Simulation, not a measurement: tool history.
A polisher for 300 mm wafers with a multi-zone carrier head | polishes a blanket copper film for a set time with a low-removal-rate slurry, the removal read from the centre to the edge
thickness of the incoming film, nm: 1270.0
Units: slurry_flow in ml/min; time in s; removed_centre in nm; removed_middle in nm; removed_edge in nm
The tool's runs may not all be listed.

run	hour	slurry_flow	centre_zone	middle_zone	edge_zone	slurry_solids	time	removed_centre	removed_middle	removed_edge
1	0	150	1	1	1	1	37	144.1	143.14	142.54
2	3.6	155	1	1.02	1.01	1.05	37	145.44	147.27	141.65
3	6.7	155	0.96	1.02	1.01	1.05	37	144.25	143.56	145.33
4	12.9	155	0.96	1.04	1.02	1.1	38	148.39	155.98	151.5
5	20.5	160	0.96	1.05	1.03	1.15	38	149.69	156.01	152.36
6	25	195	0.96	1.05	1.03	1.15	38	152.09	163.11	155.44
7	25.6	195	0.96	1.06	1.04	1.2	38	154.77	164.85	153.94
8	29.8	190	0.94	1.08	1.05	1.3	40	164.76	180.1	169.57

The next listed run, before its measurement:
9	38.4	190	0.95	1.1	1.06	1.35	40	?	?	?

{"run 9": {"removed_centre": 166.11, "removed_middle": 183.8, "removed_edge": 169.28}}

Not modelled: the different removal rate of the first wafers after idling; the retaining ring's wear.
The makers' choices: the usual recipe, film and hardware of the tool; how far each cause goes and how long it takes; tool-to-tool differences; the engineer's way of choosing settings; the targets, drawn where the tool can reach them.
